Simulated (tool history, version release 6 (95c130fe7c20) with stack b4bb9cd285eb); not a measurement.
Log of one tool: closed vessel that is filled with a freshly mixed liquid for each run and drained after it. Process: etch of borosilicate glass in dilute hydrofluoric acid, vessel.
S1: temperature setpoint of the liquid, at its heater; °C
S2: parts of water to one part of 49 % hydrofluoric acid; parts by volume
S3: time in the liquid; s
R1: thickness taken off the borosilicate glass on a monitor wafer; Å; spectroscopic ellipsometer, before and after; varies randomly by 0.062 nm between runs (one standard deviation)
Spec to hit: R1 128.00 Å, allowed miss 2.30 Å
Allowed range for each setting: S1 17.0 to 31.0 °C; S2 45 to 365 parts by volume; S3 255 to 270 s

Run 1, hour 0.0: S1 23.0 °C, S2 205 parts by volume, S3 255 s. Result: R1 224.01 Å.
Run 2, hour 8.7: S1 23.0 °C, S2 170 parts by volume, S3 255 s. Result: R1 284.30 Å.
Run 3, hour 15.3: S1 21.5 °C, S2 195 parts by volume, S3 255 s. Result: R1 224.93 Å.
Run 4, hour 17.1: S1 20.5 °C, S2 210 parts by volume, S3 255 s. Result: R1 199.11 Å.
Run 5, hour 24.4: S1 20.5 °C, S2 210 parts by volume, S3 270 s. Result: R1 210.85 Å.
Run 6, hour 33.3: S1 20.5 °C, S2 260 parts by volume, S3 270 s. Result: R1 162.64 Å.
Run 7, hour 34.9: S1 19.5 °C, S2 265 parts by volume, S3 270 s. Result: R1 153.64 Å.
Run 8, hour 39.5: S1 19.0 °C, S2 270 parts by volume, S3 270 s. Result: R1 145.67 Å.
Run 9, hour 47.4: S1 18.5 °C, S2 275 parts by volume, S3 270 s. Result: R1 140.71 Å.
Run 10, hour 52.9: S1 18.0 °C, S2 275 parts by volume, S3 270 s. Result: R1 139.22 Å.

Which of these 5 next moves meets every target?
Run A, hour 58.4: S1 17.0 °C, S2 260 parts by volume, S3 255 s. Result: R1 ?.
Run B, hour 58.4: S1 20.5 °C, S2 310 parts by volume, S3 265 s. Result: R1 ?.
Run C, hour 58.4: S1 18.0 °C, S2 300 parts by volume, S3 265 s. Result: R1 ?.
Run D, hour 58.4: S1 18.5 °C, S2 305 parts by volume, S3 265 s. Result: R1 ?.
Run E, hour 58.4: S1 19.5 °C, S2 285 parts by volume, S3 255 s. Result: R1 ?.

move      R1
   A  133.50
   B  127.36
   C  120.93
   D  120.72
   E  131.23
A: closer than the last run, but not yet in spec
B: all results land within tolerance of their targets
C: takes the biggest miss from the last run beyond its target
D: takes the biggest miss from the last run beyond its target
E: closer than the last run, but not yet in spec
The move that meets every target is B.
